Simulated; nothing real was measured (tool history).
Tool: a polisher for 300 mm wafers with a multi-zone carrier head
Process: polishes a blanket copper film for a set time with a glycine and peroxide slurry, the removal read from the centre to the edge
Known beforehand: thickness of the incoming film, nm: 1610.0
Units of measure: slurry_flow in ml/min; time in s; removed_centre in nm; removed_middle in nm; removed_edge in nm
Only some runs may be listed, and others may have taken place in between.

Run 1, hour 0: slurry_flow 245 ml/min, centre_zone 1, middle_zone 1, edge_zone 1, time 69 s. Result: removed_centre 267.15 nm, removed_middle 260.94 nm, removed_edge 264.7 nm.
Run 2, hour 0.8: slurry_flow 245 ml/min, centre_zone 1, middle_zone 1, edge_zone 1, time 62 s. Result: removed_centre 237.28 nm, removed_middle 240.79 nm, removed_edge 238.89 nm.
Run 3, hour 3.5: slurry_flow 245 ml/min, centre_zone 1, middle_zone 1.07, edge_zone 1, time 62 s. Result: removed_centre 234.72 nm, removed_middle 249.11 nm, removed_edge 237.61 nm.
Run 4, hour 11.8: slurry_flow 245 ml/min, centre_zone 1, middle_zone 1.07, edge_zone 1, time 73 s. Result: removed_centre 282.24 nm, removed_middle 281.11 nm, removed_edge 277.73 nm.
Run 5, hour 20.5: slurry_flow 245 ml/min, centre_zone 1, middle_zone 1.13, edge_zone 1, time 73 s. Result: removed_centre 284.5 nm, removed_middle 302.94 nm, removed_edge 271.69 nm.
Run 6, hour 27.2: slurry_flow 245 ml/min, centre_zone 1.01, middle_zone 1.11, edge_zone 0.99, time 68 s. Result: removed_centre 263.86 nm, removed_middle 275.66 nm, removed_edge 261.52 nm.
Run 7, hour 34.8: slurry_flow 245 ml/min, centre_zone 1.03, middle_zone 1.12, edge_zone 0.97, time 62 s. Result: removed_centre 246.85 nm, removed_middle 255.66 nm, removed_edge 234.98 nm.
Run 8, hour 40.5: slurry_flow 245 ml/min, centre_zone 1.03, middle_zone 1.11, edge_zone 0.96, time 58 s. Result: removed_centre 229.65 nm, removed_middle 240.22 nm, removed_edge 215.81 nm.
Run 9, hour 47.3: slurry_flow 240 ml/min, centre_zone 1.03, middle_zone 1.09, edge_zone 0.95, time 56 s. Result: removed_centre 220.72 nm, removed_middle 227.37 nm, removed_edge 210.91 nm.
Run 10, hour 49.8: slurry_flow 240 ml/min, centre_zone 1.03, middle_zone 1.09, edge_zone 0.95, time 56 s. Result: removed_centre 223.93 nm, removed_middle 227.73 nm, removed_edge 211.67 nm.
Run 11, hour 54.5: slurry_flow 240 ml/min, centre_zone 1.03, middle_zone 1.08, edge_zone 0.94, time 54 s. Result: removed_centre 209.93 nm, removed_middle 214 nm, removed_edge 203.09 nm.
Run 12, hour 60.9: slurry_flow 240 ml/min, centre_zone 1.03, middle_zone 1.08, edge_zone 0.93, time 52 s. Result: removed_centre 201.49 nm, removed_middle 207.89 nm, removed_edge 192.86 nm.
Run 13, hour 64: slurry_flow 240 ml/min, centre_zone 1.03, middle_zone 1.07, edge_zone 0.91, time 51 s. Result: removed_centre 201.38 nm, removed_middle 200.11 nm, removed_edge 184.47 nm.
Run 14, hour 65.7: slurry_flow 235 ml/min, centre_zone 1.02, middle_zone 1.06, edge_zone 0.9, time 51 s. Result: removed_centre 194.78 nm, removed_middle 201.67 nm, removed_edge 186.88 nm.
Run 15, hour 74.7: slurry_flow 235 ml/min, centre_zone 1.02, middle_zone 1.05, edge_zone 0.89, time 50 s. Result: removed_centre 199.96 nm, removed_middle 196.64 nm, removed_edge 184.15 nm.
Run 16, hour 76.9: slurry_flow 235 ml/min, centre_zone 1.01, middle_zone 1.05, edge_zone 0.89, time 49 s. Result: removed_centre 191.36 nm, removed_middle 189.92 nm, removed_edge 177.84 nm.
Run 17, hour 84.9: slurry_flow 235 ml/min, centre_zone 1, middle_zone 1.05, edge_zone 0.88, time 49 s. Result: removed_centre 185.44 nm, removed_middle 194.8 nm, removed_edge 178.83 nm.

Run 18 is up next; what results do you expect?
Run 18, hour 87.8: slurry_flow 235 ml/min, centre_zone 1, middle_zone 1.04, edge_zone 0.87, time 48 s. Result: removed_centre ?, removed_middle ?, removed_edge ?.

Logged for run 18: removed_centre 179.66 nm, removed_middle 184.89 nm, removed_edge 170.27 nm.
